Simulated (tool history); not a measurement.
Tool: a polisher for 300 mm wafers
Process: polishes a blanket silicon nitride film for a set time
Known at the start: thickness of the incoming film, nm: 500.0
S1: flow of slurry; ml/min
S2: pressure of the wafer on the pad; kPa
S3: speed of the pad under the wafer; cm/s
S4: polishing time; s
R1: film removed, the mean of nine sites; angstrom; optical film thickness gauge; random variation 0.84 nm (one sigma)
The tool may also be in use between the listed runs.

run,day,S1,S2,S3,S4,R1
1,0.000,320,30.3,90,45,888.07
2,0.321,320,27.6,90,45,795.22
3,0.575,320,27.6,90,47,840.19
4,0.788,385,27.6,90,47,839.77
5,0.883,385,27.6,108,47,1000.60
6,1.204,385,27.6,108,47,994.14
7,1.321,385,24.8,106,47,869.94
8,1.642,385,22.8,106,47,809.99
9,1.904,385,21.4,106,47,755.00

What does the tool deliver on the next run?
10,2.238,385,20.0,106,47,?

Logged for run 10: R1 698.88 angstrom.
